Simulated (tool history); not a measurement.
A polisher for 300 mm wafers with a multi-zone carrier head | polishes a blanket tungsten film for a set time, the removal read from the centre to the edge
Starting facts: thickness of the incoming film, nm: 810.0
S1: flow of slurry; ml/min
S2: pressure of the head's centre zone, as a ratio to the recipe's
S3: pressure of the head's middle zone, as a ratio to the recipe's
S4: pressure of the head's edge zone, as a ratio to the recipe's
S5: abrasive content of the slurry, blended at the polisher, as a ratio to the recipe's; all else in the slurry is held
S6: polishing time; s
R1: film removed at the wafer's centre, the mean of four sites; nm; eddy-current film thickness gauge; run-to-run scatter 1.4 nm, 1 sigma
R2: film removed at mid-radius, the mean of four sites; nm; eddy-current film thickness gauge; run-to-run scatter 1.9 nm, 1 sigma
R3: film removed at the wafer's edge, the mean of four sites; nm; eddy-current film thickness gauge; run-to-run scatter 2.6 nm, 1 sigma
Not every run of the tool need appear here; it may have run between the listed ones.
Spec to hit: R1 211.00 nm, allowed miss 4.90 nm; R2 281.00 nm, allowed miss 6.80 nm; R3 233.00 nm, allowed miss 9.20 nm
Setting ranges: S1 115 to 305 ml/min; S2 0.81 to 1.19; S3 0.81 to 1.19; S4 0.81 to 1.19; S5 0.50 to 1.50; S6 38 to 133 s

run 1 hour=0.0 | S1=195 S2=1.00 S3=1.00 S4=1.00 S5=1.00 S6=85 | R1=302.56 R2=307.72 R3=305.21
run 2 hour=4.6 | S1=185 S2=0.97 S3=1.02 S4=0.97 S5=0.90 S6=84 | R1=277.37 R2=290.77 R3=285.18
run 3 hour=6.5 | S1=165 S2=0.97 S3=1.02 S4=0.97 S5=0.90 S6=84 | R1=270.85 R2=285.10 R3=281.40
run 4 hour=14.3 | S1=165 S2=0.97 S3=1.05 S4=0.97 S5=0.90 S6=84 | R1=268.75 R2=294.19 R3=280.28
run 5 hour=23.0 | S1=160 S2=0.95 S3=1.07 S4=0.94 S5=0.85 S6=84 | R1=259.07 R2=295.17 R3=271.02
run 6 hour=25.4 | S1=160 S2=0.95 S3=1.07 S4=0.91 S5=0.85 S6=84 | R1=255.11 R2=293.29 R3=265.59
run 7 hour=34.1 | S1=155 S2=0.93 S3=1.08 S4=0.89 S5=0.80 S6=84 | R1=243.36 R2=285.36 R3=256.62
run 8 hour=35.8 | S1=150 S2=0.92 S3=1.09 S4=0.87 S5=0.80 S6=84 | R1=238.02 R2=285.13 R3=253.93
run 9 hour=36.8 | S1=145 S2=0.91 S3=1.10 S4=0.86 S5=0.80 S6=84 | R1=236.93 R2=287.28 R3=248.40
run 10 hour=38.7 | S1=120 S2=0.81 S3=1.10 S4=0.82 S5=0.75 S6=84 | R1=195.59 R2=268.03 R3=230.06
run 11 hour=45.7 | S1=130 S2=0.82 S3=1.10 S4=0.82 S5=0.75 S6=84 | R1=200.31 R2=272.87 R3=235.13
-- hour=53.6 slurry nozzle cleaned
run 12 hour=53.6 | S1=135 S2=0.83 S3=1.11 S4=0.82 S5=0.75 S6=84 | R1=225.49 R2=305.10 R3=253.35
run 13 hour=59.8 | S1=130 S2=0.83 S3=1.11 S4=0.82 S5=0.75 S6=84 | R1=224.98 R2=301.20 R3=253.04
run 14 hour=65.9 | S1=140 S2=0.84 S3=1.12 S4=0.81 S5=0.50 S6=81 | R1=183.97 R2=244.01 R3=198.58
run 15 hour=66.6 | S1=155 S2=0.84 S3=1.12 S4=0.83 S5=0.50 S6=81 | R1=185.31 R2=247.32 R3=204.57

4 next moves are on the table. One of them brings every result within its allowed miss. Which?
run A hour=67.3 | S1=150 S2=0.83 S3=1.12 S4=0.84 S5=0.60 S6=84 | R1=? R2=? R3=?
run B hour=67.3 | S1=115 S2=0.84 S3=1.19 S4=0.82 S5=0.50 S6=69 | R1=? R2=? R3=?
run C hour=67.3 | S1=170 S2=0.82 S3=1.16 S4=0.81 S5=0.55 S6=88 | R1=? R2=? R3=?
run D hour=67.3 | S1=155 S2=0.82 S3=1.10 S4=0.93 S5=0.70 S6=80 | R1=? R2=? R3=?

move=A R1=209.40 R2=279.44 R3=229.30
move=B R1=151.39 R2=211.25 R3=164.42
move=C R1=211.27 R2=293.49 R3=228.91
move=D R1=212.19 R2=282.12 R3=245.73
A: every result lands within tolerance
B: its largest miss is bigger than the last run's
C: gets the furthest-off result to its target, but another result is out of tolerance
D: gets the furthest-off result to its target, but another result is out of tolerance
A meets every target.
